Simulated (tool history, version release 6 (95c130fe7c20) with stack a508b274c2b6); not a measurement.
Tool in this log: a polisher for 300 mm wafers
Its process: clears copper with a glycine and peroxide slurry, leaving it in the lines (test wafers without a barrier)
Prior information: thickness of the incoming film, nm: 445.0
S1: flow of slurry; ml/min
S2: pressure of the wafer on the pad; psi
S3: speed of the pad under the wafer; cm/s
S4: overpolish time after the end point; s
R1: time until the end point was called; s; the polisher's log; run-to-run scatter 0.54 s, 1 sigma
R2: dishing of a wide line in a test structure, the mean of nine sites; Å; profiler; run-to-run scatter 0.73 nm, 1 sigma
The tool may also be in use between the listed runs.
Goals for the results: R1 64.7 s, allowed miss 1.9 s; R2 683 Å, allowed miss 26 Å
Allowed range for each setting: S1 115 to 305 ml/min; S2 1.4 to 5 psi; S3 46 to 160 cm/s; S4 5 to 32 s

Run 1, hour 0: S1 195 ml/min, S2 3.2 psi, S3 102 cm/s, S4 16 s. Result: R1 81.138 s, R2 601.78 Å.
Run 2, hour 3.9: S1 245 ml/min, S2 3.2 psi, S3 102 cm/s, S4 16 s. Result: R1 79.036 s, R2 614.05 Å.
Run 3, hour 7.8: S1 245 ml/min, S2 2.9 psi, S3 102 cm/s, S4 16 s. Result: R1 84.308 s, R2 583.38 Å.
Run 4, hour 10.1: S1 250 ml/min, S2 3.1 psi, S3 102 cm/s, S4 16 s. Result: R1 80.163 s, R2 608.78 Å.
Run 5, hour 15.3: S1 250 ml/min, S2 3.1 psi, S3 82 cm/s, S4 16 s. Result: R1 97.291 s, R2 519.92 Å.
Run 6, hour 20.4: S1 250 ml/min, S2 3.1 psi, S3 82 cm/s, S4 20 s. Result: R1 97.102 s, R2 632.18 Å.
Run 7, hour 22: S1 250 ml/min, S2 3.3 psi, S3 82 cm/s, S4 19 s. Result: R1 93.594 s, R2 626.09 Å.
Run 8, hour 28: S1 250 ml/min, S2 3.5 psi, S3 82 cm/s, S4 18 s. Result: R1 90.969 s, R2 611.31 Å.
Run 9, hour 31.1: S1 250 ml/min, S2 3.7 psi, S3 84 cm/s, S4 17 s. Result: R1 84.794 s, R2 622.08 Å.
Run 10, hour 39.7: S1 250 ml/min, S2 3.9 psi, S3 84 cm/s, S4 16 s. Result: R1 83.297 s, R2 601.28 Å.
Run 11, hour 45.4: S1 250 ml/min, S2 4.1 psi, S3 86 cm/s, S4 16 s. Result: R1 77.94 s, R2 614.46 Å.
Run 12, hour 51.4: S1 250 ml/min, S2 4.2 psi, S3 86 cm/s, S4 16 s. Result: R1 77.031 s, R2 632.87 Å.
Run 13, hour 52.9: S1 250 ml/min, S2 4.3 psi, S3 86 cm/s, S4 16 s. Result: R1 75.345 s, R2 633.74 Å.
Run 14, hour 61.2: S1 250 ml/min, S2 4.4 psi, S3 86 cm/s, S4 16 s. Result: R1 75.724 s, R2 638.62 Å.
Run 15, hour 69.3: S1 250 ml/min, S2 4.5 psi, S3 88 cm/s, S4 16 s. Result: R1 71.797 s, R2 660.58 Å.
Run 16, hour 72.8: S1 250 ml/min, S2 4.6 psi, S3 88 cm/s, S4 16 s. Result: R1 71.258 s, R2 680.59 Å.

Pick the move, out of 5, that brings all results within their allowed miss; only one does.
Run A, hour 76.3: S1 285 ml/min, S2 5 psi, S3 78 cm/s, S4 17 s. Result: R1 ?, R2 ?.
Run B, hour 76.3: S1 230 ml/min, S2 4.6 psi, S3 88 cm/s, S4 18 s. Result: R1 ?, R2 ?.
Run C, hour 76.3: S1 200 ml/min, S2 4.1 psi, S3 96 cm/s, S4 16 s. Result: R1 ?, R2 ?.
Run D, hour 76.3: S1 290 ml/min, S2 4.6 psi, S3 90 cm/s, S4 16 s. Result: R1 ?, R2 ?.
Run E, hour 76.3: S1 205 ml/min, S2 4.6 psi, S3 100 cm/s, S4 15 s. Result: R1 ?, R2 ?.

move      R1      R2
   A  74.209  687.71
   B  72.046  728.77
   C  73.022  658.07
   D    69.3  687.39
   E  65.151  683.82
A: lands further from the targets than the last run did
B: lands further from the targets than the last run did
C: lands further from the targets than the last run did
D: nearer than the last run, and not there yet
E: every result lands within tolerance
Correct choice: E, which meets every target
